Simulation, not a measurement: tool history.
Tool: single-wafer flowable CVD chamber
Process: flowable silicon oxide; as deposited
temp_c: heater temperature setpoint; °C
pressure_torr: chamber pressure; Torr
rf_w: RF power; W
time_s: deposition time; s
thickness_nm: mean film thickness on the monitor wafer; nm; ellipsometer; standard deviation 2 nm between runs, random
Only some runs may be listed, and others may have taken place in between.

{"run": 1, "hour": 0.0, "temp_c": 105, "pressure_torr": 0.767, "rf_w": 2525, "time_s": 1010, "thickness_nm": 558.2}
{"run": 2, "hour": 1.9, "temp_c": 108, "pressure_torr": 0.766, "rf_w": 2525, "time_s": 1010, "thickness_nm": 508.92}
{"run": 3, "hour": 8.3, "temp_c": 108, "pressure_torr": 0.711, "rf_w": 2525, "time_s": 1010, "thickness_nm": 479.42}
{"run": 4, "hour": 11.9, "temp_c": 110, "pressure_torr": 0.71, "rf_w": 2525, "time_s": 1010, "thickness_nm": 451.27}
{"run": 5, "hour": 19.5, "temp_c": 110, "pressure_torr": 0.823, "rf_w": 2525, "time_s": 1010, "thickness_nm": 518.01}
{"run": 6, "hour": 24.2, "temp_c": 110, "pressure_torr": 0.823, "rf_w": 2525, "time_s": 1042, "thickness_nm": 536.19}
{"run": 7, "hour": 27.2, "temp_c": 122, "pressure_torr": 0.82, "rf_w": 2525, "time_s": 1042, "thickness_nm": 388.44}
{"run": 8, "hour": 30.2, "temp_c": 123, "pressure_torr": 0.82, "rf_w": 2525, "time_s": 1042, "thickness_nm": 376.45}

Forecast run 9:
{"run": 9, "hour": 35.5, "temp_c": 124, "pressure_torr": 0.82, "rf_w": 2525, "time_s": 1042, "thickness_nm": "?"}

{"run 9": {"thickness_nm": 368.57}}

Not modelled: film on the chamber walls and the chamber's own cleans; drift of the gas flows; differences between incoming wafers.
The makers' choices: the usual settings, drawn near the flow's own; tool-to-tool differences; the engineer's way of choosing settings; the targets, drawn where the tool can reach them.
